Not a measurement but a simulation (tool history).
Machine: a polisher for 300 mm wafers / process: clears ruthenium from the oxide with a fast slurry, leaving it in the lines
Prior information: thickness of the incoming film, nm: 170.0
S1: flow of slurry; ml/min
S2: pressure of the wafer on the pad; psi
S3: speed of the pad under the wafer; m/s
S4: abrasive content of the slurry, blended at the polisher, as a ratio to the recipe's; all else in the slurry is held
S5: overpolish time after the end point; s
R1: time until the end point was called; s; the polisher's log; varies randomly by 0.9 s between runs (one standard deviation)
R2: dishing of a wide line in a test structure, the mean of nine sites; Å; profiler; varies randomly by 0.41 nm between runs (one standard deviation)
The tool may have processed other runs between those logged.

run,hour,S1,S2,S3,S4,S5,R1,R2
1,0.0,205,3.1,0.80,1.0,9,46.390,240.47
2,3.4,205,2.9,0.80,1.0,10,50.939,250.26
3,9.8,205,2.8,0.80,1.0,10,52.645,243.36
4,14.3,205,3.4,0.80,1.0,10,42.839,275.63
5,15.2,205,3.4,0.98,1.0,10,36.392,312.74
6,20.8,205,3.1,0.98,1.0,10,40.058,298.11
7,28.5,205,3.1,0.98,1.0,10,39.905,298.04

The next listed run, before its measurement:
8,30.6,205,2.9,0.98,1.0,10,?,?

For run 8 the tool returned R1 42.533 s, R2 277.35 Å.
